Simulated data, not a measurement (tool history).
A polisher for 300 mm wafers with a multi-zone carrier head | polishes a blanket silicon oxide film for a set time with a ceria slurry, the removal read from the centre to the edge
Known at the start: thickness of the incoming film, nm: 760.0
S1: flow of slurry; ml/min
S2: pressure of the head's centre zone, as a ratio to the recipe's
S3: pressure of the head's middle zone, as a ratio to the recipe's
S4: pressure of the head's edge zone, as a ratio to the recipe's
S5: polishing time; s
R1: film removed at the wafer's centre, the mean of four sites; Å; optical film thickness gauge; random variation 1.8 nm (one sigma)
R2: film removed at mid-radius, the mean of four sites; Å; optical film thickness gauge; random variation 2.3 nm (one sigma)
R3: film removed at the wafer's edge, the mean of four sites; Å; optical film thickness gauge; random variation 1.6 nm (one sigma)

run	hour	S1	S2	S3	S4	S5	R1	R2	R3
1	0	265	1	1	1	72	3382.4	3135.1	3227.5
2	2.4	265	1	1.03	1	72	3334.6	3195.1	3204.3
3	4.5	265	1	1.07	1	72	3379.2	3345.3	3237.5
4	6.1	265	1	1.15	1	72	3370.3	3602.2	3210.7
5	8.1	260	1	1.1	0.98	69	3217.5	3283.1	3047.1
6	15.3	260	0.92	1.1	0.98	69	3009	3276.8	3034.4
7	19.3	220	0.97	1	0.88	52	2332.5	2233.4	2144.5

Forecast run 8:
8	22.5	230	0.98	0.98	0.9	52	?	?	?

{"run 8": {"R1": 2341.5, "R2": 2184.1, "R3": 2192.4}}

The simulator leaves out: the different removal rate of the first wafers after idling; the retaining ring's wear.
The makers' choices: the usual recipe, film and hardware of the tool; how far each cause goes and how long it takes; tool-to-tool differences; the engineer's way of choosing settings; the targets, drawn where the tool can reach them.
